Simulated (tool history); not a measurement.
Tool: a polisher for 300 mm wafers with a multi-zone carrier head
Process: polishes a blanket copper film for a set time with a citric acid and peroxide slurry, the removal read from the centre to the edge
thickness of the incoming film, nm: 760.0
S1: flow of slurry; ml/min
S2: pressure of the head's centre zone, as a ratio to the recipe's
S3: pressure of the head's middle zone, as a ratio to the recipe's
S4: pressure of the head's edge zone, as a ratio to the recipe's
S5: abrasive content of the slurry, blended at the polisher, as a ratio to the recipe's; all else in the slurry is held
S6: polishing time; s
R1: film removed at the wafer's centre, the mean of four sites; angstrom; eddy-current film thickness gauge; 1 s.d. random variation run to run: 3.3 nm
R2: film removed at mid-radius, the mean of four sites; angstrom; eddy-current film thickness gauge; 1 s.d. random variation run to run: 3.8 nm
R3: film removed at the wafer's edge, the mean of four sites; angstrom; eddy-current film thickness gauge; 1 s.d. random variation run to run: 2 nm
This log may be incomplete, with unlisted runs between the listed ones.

Run 1, hour 0: S1 220 ml/min, S2 1, S3 1, S4 1, S5 1, S6 78 s. Result: R1 2305.7 angstrom, R2 2246.9 angstrom, R3 2332.9 angstrom.
Run 2, hour 6.7: S1 225 ml/min, S2 0.99, S3 1.03, S4 1, S5 1.05, S6 78 s. Result: R1 2304.8 angstrom, R2 2338.1 angstrom, R3 2329 angstrom.
Run 3, hour 8.3: S1 225 ml/min, S2 0.99, S3 0.97, S4 1, S5 1.05, S6 78 s. Result: R1 2325.4 angstrom, R2 2181.5 angstrom, R3 2327.7 angstrom.
Run 4, hour 12.2: S1 250 ml/min, S2 0.99, S3 0.97, S4 1, S5 1.05, S6 78 s. Result: R1 2397.6 angstrom, R2 2248.4 angstrom, R3 2393.8 angstrom.
Run 5, hour 20.9: S1 250 ml/min, S2 0.99, S3 0.97, S4 1, S5 0.85, S6 78 s. Result: R1 2269.2 angstrom, R2 2233.8 angstrom, R3 2291 angstrom.
Run 6, hour 25.8: S1 285 ml/min, S2 0.99, S3 0.97, S4 1, S5 0.85, S6 78 s. Result: R1 2287.5 angstrom, R2 2180.1 angstrom, R3 2325.9 angstrom.
Run 7, hour 30.2: S1 275 ml/min, S2 0.98, S3 1, S4 0.99, S5 0.9, S6 80 s. Result: R1 2355.9 angstrom, R2 2414.5 angstrom, R3 2442.7 angstrom.
Run 8, hour 36.2: S1 280 ml/min, S2 0.98, S3 1.02, S4 0.98, S5 0.9, S6 80 s. Result: R1 2367.1 angstrom, R2 2428.9 angstrom, R3 2409.2 angstrom.
Run 9, hour 40.5: S1 280 ml/min, S2 0.98, S3 1.02, S4 0.98, S5 0.9, S6 80 s. Result: R1 2437.4 angstrom, R2 2402 angstrom, R3 2401.7 angstrom.
Run 10, hour 43.4: S1 280 ml/min, S2 0.97, S3 1.04, S4 0.98, S5 0.9, S6 81 s. Result: R1 2435.9 angstrom, R2 2506.5 angstrom, R3 2449.1 angstrom.

Run 11 comes next. What will it give?
Run 11, hour 46.3: S1 285 ml/min, S2 0.96, S3 1.06, S4 0.99, S5 0.9, S6 81 s. Result: R1 ?, R2 ?, R3 ?.

Run 11 gave R1 2385.6 angstrom, R2 2536.5 angstrom, R3 2413.9 angstrom.
